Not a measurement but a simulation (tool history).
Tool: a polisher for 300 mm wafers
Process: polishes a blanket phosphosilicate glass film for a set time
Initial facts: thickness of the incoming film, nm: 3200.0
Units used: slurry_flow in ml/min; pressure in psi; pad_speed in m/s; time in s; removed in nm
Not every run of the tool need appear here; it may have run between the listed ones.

{"run": 1, "hour": 0.0, "slurry_flow": 210, "pressure": 2.5, "pad_speed": 1.08, "slurry_solids": 1.0, "time": 118, "removed": 782.28}
{"run": 2, "hour": 6.9, "slurry_flow": 210, "pressure": 2.5, "pad_speed": 1.08, "slurry_solids": 1.1, "time": 118, "removed": 800.44}
{"run": 3, "hour": 8.1, "slurry_flow": 210, "pressure": 2.3, "pad_speed": 1.08, "slurry_solids": 1.1, "time": 118, "removed": 736.63}
{"run": 4, "hour": 14.0, "slurry_flow": 210, "pressure": 2.9, "pad_speed": 1.08, "slurry_solids": 1.1, "time": 118, "removed": 887.3}
{"run": 5, "hour": 21.0, "slurry_flow": 255, "pressure": 2.9, "pad_speed": 1.08, "slurry_solids": 1.1, "time": 118, "removed": 915.07}
{"run": 6, "hour": 29.1, "slurry_flow": 255, "pressure": 2.9, "pad_speed": 1.08, "slurry_solids": 1.0, "time": 118, "removed": 888.04}
{"run": 7, "hour": 33.5, "slurry_flow": 255, "pressure": 3.0, "pad_speed": 1.08, "slurry_solids": 1.0, "time": 118, "removed": 904.81}

Run 8 comes next. What will it give?
{"run": 8, "hour": 37.6, "slurry_flow": 255, "pressure": 3.0, "pad_speed": 1.08, "slurry_solids": 1.0, "time": 118, "removed": "?"}

removed: 912.92 nm
